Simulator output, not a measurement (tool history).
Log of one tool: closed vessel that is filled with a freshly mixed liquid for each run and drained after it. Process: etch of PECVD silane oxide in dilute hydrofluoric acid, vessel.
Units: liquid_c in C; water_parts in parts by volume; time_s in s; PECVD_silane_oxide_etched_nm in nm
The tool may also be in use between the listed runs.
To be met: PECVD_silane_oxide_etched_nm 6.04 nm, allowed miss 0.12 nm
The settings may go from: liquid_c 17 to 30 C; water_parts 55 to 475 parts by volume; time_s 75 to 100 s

{"run": 1, "hour": 0.0, "liquid_c": 22, "water_parts": 265, "time_s": 100, "PECVD_silane_oxide_etched_nm": 10.455}
{"run": 2, "hour": 6.2, "liquid_c": 21, "water_parts": 285, "time_s": 100, "PECVD_silane_oxide_etched_nm": 9.3194}
{"run": 3, "hour": 11.8, "liquid_c": 20, "water_parts": 300, "time_s": 100, "PECVD_silane_oxide_etched_nm": 8.3412}
{"run": 4, "hour": 14.0, "liquid_c": 21.5, "water_parts": 300, "time_s": 100, "PECVD_silane_oxide_etched_nm": 8.7491}
{"run": 5, "hour": 14.6, "liquid_c": 24, "water_parts": 300, "time_s": 100, "PECVD_silane_oxide_etched_nm": 9.5954}
{"run": 6, "hour": 21.3, "liquid_c": 24, "water_parts": 300, "time_s": 100, "PECVD_silane_oxide_etched_nm": 9.6215}
{"run": 7, "hour": 30.1, "liquid_c": 22.5, "water_parts": 310, "time_s": 100, "PECVD_silane_oxide_etched_nm": 8.6731}
{"run": 8, "hour": 31.5, "liquid_c": 21.5, "water_parts": 320, "time_s": 100, "PECVD_silane_oxide_etched_nm": 8.0614}
{"run": 9, "hour": 38.4, "liquid_c": 20.5, "water_parts": 325, "time_s": 100, "PECVD_silane_oxide_etched_nm": 7.6676}

5 next moves are on the table. One of them brings every result within its allowed miss. Which?
{"run": "A", "hour": 45.3, "liquid_c": 20, "water_parts": 335, "time_s": 95, "PECVD_silane_oxide_etched_nm": "?"}
{"run": "B", "hour": 45.3, "liquid_c": 21, "water_parts": 300, "time_s": 100, "PECVD_silane_oxide_etched_nm": "?"}
{"run": "C", "hour": 45.3, "liquid_c": 23.5, "water_parts": 300, "time_s": 100, "PECVD_silane_oxide_etched_nm": "?"}
{"run": "D", "hour": 45.3, "liquid_c": 21.5, "water_parts": 380, "time_s": 85, "PECVD_silane_oxide_etched_nm": "?"}
{"run": "E", "hour": 45.3, "liquid_c": 25.5, "water_parts": 355, "time_s": 75, "PECVD_silane_oxide_etched_nm": "?"}

move=A PECVD_silane_oxide_etched_nm=6.8683
move=B PECVD_silane_oxide_etched_nm=8.6335
move=C PECVD_silane_oxide_etched_nm=9.4348
move=D PECVD_silane_oxide_etched_nm=5.4921
move=E PECVD_silane_oxide_etched_nm=6.0712
A: nearer than the last run, and not there yet
B: further off than the last run
C: further off than the last run
D: takes the result that was furthest off past its target
E: meets every target
Move E is the one to make.

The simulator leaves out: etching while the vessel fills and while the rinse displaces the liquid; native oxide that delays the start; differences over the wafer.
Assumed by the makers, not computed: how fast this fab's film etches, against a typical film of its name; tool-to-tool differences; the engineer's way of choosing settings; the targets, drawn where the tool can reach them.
